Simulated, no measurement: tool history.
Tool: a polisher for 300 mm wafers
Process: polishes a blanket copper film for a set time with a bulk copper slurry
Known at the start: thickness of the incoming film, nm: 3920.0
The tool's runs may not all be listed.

| run | hour | flow of slurry (ml/min) | pressure of the wafer on the pad (psi) | speed of the pad under the wafer (cm/s) | abrasive content of the slurry | polishing time (s) | film removed (Å) |
|---|---|---|---|---|---|---|---|
| 1 | 0.0 | 250 | 2.7 | 116 | 1.0 | 24 | 2182.7 |
| 2 | 4.8 | 250 | 2.2 | 116 | 1.0 | 24 | 1884.7 |
| 3 | 9.2 | 250 | 2.1 | 114 | 1.0 | 24 | 1814.0 |
| 4 | 9.9 | 250 | 1.6 | 114 | 1.0 | 24 | 1524.1 |
| 5 | 14.2 | 250 | 2.0 | 114 | 1.0 | 24 | 1742.3 |
| 6 | 19.6 | 250 | 1.9 | 112 | 1.0 | 24 | 1684.1 |

Run 7, settings as shown, results not yet in. Your forecast:
| 7 | 27.7 | 250 | 1.8 | 110 | 1.0 | 24 | ? |

For run 7 the tool returned film removed (Å) 1597.4.

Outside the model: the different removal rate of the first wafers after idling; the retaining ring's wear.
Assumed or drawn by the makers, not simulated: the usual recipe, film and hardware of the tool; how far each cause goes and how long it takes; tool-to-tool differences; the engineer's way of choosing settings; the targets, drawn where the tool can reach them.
